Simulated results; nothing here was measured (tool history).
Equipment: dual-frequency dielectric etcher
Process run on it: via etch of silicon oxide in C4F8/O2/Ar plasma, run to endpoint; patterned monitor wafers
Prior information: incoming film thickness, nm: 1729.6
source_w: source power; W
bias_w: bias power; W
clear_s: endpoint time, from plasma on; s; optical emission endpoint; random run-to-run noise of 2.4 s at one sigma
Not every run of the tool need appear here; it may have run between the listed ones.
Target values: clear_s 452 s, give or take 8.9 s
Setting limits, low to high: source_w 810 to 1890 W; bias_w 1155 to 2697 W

{"run": 1, "hour": 0.0, "source_w": 1350, "bias_w": 1926, "clear_s": 391.68}
{"run": 2, "hour": 1.3, "source_w": 1220, "bias_w": 1885, "clear_s": 405.71}
{"run": 3, "hour": 1.9, "source_w": 1410, "bias_w": 1885, "clear_s": 381.43}
{"run": 4, "hour": 4.4, "source_w": 1410, "bias_w": 1663, "clear_s": 398.34}
{"run": 5, "hour": 11.2, "source_w": 1410, "bias_w": 1800, "clear_s": 394.99}
{"run": 6, "hour": 14.0, "source_w": 1270, "bias_w": 1743, "clear_s": 406.97}
{"run": 7, "hour": 22.7, "source_w": 1160, "bias_w": 1695, "clear_s": 428.88}
{"run": 8, "hour": 28.1, "source_w": 1110, "bias_w": 1682, "clear_s": 436.09}
{"run": 9, "hour": 36.2, "source_w": 1080, "bias_w": 1673, "clear_s": 434.85}

Exactly one of the 4 candidate moves below puts every result within its allowed miss. Which one?
{"run": "A", "hour": 44.3, "source_w": 900, "bias_w": 1796, "clear_s": "?"}
{"run": "B", "hour": 44.3, "source_w": 1170, "bias_w": 1955, "clear_s": "?"}
{"run": "C", "hour": 44.3, "source_w": 1130, "bias_w": 1763, "clear_s": "?"}
{"run": "D", "hour": 44.3, "source_w": 1120, "bias_w": 1746, "clear_s": "?"}

move=A clear_s=455.4
move=B clear_s=406.74
move=C clear_s=425.29
move=D clear_s=427.87
A: all results in spec
B: the biggest miss grows against the last run
C: the biggest miss grows against the last run
D: the biggest miss grows against the last run
Correct choice: A, which meets every target

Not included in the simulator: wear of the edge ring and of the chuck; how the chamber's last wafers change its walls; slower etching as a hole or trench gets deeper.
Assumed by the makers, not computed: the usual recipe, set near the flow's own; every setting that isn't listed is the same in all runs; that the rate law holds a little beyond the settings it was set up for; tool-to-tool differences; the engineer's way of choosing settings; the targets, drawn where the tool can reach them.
